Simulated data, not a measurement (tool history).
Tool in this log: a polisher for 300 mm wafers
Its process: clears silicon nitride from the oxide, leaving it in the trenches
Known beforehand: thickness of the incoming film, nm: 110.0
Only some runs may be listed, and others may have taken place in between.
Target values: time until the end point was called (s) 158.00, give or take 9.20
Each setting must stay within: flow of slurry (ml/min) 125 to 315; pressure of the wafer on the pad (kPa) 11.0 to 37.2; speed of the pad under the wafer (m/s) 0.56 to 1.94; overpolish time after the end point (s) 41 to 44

run	hour	flow of slurry (ml/min)	pressure of the wafer on the pad (kPa)	speed of the pad under the wafer (m/s)	overpolish time after the end point (s)	time until the end point was called (s)
1	0.0	205	24.1	1.24	41	87.75
2	1.5	205	24.1	1.02	41	104.47
3	5.5	205	22.8	1.02	41	111.56
4	7.6	205	22.1	1.02	41	112.34
5	9.7	205	21.4	1.02	41	116.12
6	15.6	245	21.4	1.02	41	115.54
# hour 21.4: slurry nozzle cleaned
7	21.4	245	20.7	1.02	41	117.75
8	26.7	245	20.0	1.02	41	117.83
9	28.5	245	20.0	1.02	41	118.25
10	36.4	245	19.3	1.02	41	124.24
11	42.3	245	18.6	1.02	41	125.85
12	45.4	245	17.9	1.02	41	127.40
13	47.3	245	17.2	1.02	41	133.98
14	54.0	245	16.5	1.02	41	143.84

Below are 4 possible settings for the next run. Only one of them brings all results inside the allowed miss of their targets. Which is it?
A	60.7	230	15.9	1.08	41	?
B	60.7	245	22.1	0.80	44	?
C	60.7	230	15.9	1.20	41	?
D	60.7	245	14.5	0.98	43	?

move	time until the end point was called (s)
A	137.76
B	138.65
C	124.41
D	161.46
A: moves away from the targets compared with the last run
B: moves away from the targets compared with the last run
C: moves away from the targets compared with the last run
D: all results in spec
Answer: D

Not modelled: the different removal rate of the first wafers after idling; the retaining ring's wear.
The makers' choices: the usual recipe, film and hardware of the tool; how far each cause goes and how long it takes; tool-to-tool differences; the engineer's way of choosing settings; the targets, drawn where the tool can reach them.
